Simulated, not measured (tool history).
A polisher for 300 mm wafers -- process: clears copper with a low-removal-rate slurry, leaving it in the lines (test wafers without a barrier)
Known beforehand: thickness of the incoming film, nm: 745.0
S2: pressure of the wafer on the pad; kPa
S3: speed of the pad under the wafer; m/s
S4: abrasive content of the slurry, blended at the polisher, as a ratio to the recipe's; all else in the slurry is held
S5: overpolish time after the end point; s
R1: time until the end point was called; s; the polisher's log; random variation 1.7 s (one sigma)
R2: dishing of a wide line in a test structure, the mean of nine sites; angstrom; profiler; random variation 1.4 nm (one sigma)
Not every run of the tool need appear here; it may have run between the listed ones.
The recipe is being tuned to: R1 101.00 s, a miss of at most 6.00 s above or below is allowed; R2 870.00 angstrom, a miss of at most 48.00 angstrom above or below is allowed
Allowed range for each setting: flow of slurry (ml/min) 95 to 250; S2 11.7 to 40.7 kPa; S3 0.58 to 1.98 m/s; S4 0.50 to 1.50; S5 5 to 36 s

Run 1, hour 0.0: flow of slurry (ml/min) 160, S2 26.2 kPa, S3 1.28 m/s, S4 1.00, S5 18 s. Result: R1 143.79 s, R2 572.13 angstrom.
Run 2, hour 7.9: flow of slurry (ml/min) 160, S2 31.7 kPa, S3 1.28 m/s, S4 1.00, S5 18 s. Result: R1 127.01 s, R2 640.90 angstrom.
Run 3, hour 15.3: flow of slurry (ml/min) 160, S2 32.4 kPa, S3 1.28 m/s, S4 1.00, S5 18 s. Result: R1 126.72 s, R2 659.65 angstrom.
Run 4, hour 19.0: flow of slurry (ml/min) 160, S2 33.1 kPa, S3 1.28 m/s, S4 1.00, S5 18 s. Result: R1 124.46 s, R2 666.99 angstrom.
Run 5, hour 22.5: flow of slurry (ml/min) 160, S2 33.1 kPa, S3 1.44 m/s, S4 1.00, S5 18 s. Result: R1 113.02 s, R2 700.74 angstrom.
Run 6, hour 31.1: flow of slurry (ml/min) 160, S2 33.8 kPa, S3 1.44 m/s, S4 1.00, S5 18 s. Result: R1 108.06 s, R2 704.54 angstrom.
Run 7, hour 32.7: flow of slurry (ml/min) 160, S2 34.5 kPa, S3 1.44 m/s, S4 1.00, S5 18 s. Result: R1 107.95 s, R2 718.34 angstrom.
Run 8, hour 34.1: flow of slurry (ml/min) 160, S2 35.2 kPa, S3 1.44 m/s, S4 1.00, S5 18 s. Result: R1 106.63 s, R2 727.97 angstrom.
Run 9, hour 39.3: flow of slurry (ml/min) 165, S2 37.2 kPa, S3 1.42 m/s, S4 1.00, S5 20 s. Result: R1 103.30 s, R2 814.69 angstrom.
Run 10, hour 40.5: flow of slurry (ml/min) 165, S2 37.2 kPa, S3 1.42 m/s, S4 1.00, S5 20 s. Result: R1 103.31 s, R2 801.97 angstrom.

Of the 4 settings listed for the next run, only one would bring every result within its allowed miss of target. Which one?
Run A, hour 41.7: flow of slurry (ml/min) 155, S2 38.6 kPa, S3 1.52 m/s, S4 0.65, S5 18 s. Result: R1 ?, R2 ?.
Run B, hour 41.7: flow of slurry (ml/min) 145, S2 40.0 kPa, S3 1.40 m/s, S4 1.10, S5 21 s. Result: R1 ?, R2 ?.
Run C, hour 41.7: flow of slurry (ml/min) 155, S2 40.0 kPa, S3 1.30 m/s, S4 1.25, S5 19 s. Result: R1 ?, R2 ?.
Run D, hour 41.7: flow of slurry (ml/min) 160, S2 38.6 kPa, S3 1.38 m/s, S4 1.05, S5 19 s. Result: R1 ?, R2 ?.

move      R1      R2
   A  105.44  724.48
   B  100.98  833.81
   C  103.61  764.18
   D  103.93  760.94
A: the biggest miss grows against the last run
B: hits every target within its allowed miss
C: the biggest miss grows against the last run
D: the biggest miss grows against the last run
The right move is B.

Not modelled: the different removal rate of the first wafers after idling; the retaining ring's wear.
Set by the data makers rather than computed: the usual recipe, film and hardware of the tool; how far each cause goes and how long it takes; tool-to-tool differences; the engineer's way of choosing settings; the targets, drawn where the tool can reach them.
